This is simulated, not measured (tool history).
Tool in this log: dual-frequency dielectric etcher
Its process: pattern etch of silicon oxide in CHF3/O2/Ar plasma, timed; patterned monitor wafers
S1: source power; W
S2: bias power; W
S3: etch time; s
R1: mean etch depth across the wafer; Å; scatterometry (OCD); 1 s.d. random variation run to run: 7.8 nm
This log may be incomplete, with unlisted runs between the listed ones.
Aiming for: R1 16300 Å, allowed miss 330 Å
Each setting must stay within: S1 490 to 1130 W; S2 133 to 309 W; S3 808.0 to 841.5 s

run,hour,S1,S2,S3,R1
1,0.0,810,221,808.0,19305
2,1.6,730,221,808.0,18478
3,9.1,650,221,808.0,17547
4,9.7,650,221,808.0,17447
5,18.5,630,220,808.0,17227
6,22.5,630,242,808.0,17708
7,25.8,610,241,808.0,17464
8,33.3,590,240,808.0,17098
9,41.3,580,239,808.0,17149
10,47.8,570,238,808.0,16929
11,54.4,560,238,808.0,16874

Which one of the following 5 next-run settings gets every result inside its allowed miss? There is exactly one.
A,61.0,630,214,826.0,?
B,61.0,590,223,813.0,?
C,61.0,610,235,825.5,?
D,61.0,570,239,826.5,?
E,61.0,500,235,832.0,?

move,R1
A,17455
B,16877
C,17682
D,17248
E,16237
A: misses by more than the last run did
B: neither nearer nor further off than the last run
C: misses by more than the last run did
D: misses by more than the last run did
E: every result within its allowed miss
E is the move that brings every result within its allowed miss.

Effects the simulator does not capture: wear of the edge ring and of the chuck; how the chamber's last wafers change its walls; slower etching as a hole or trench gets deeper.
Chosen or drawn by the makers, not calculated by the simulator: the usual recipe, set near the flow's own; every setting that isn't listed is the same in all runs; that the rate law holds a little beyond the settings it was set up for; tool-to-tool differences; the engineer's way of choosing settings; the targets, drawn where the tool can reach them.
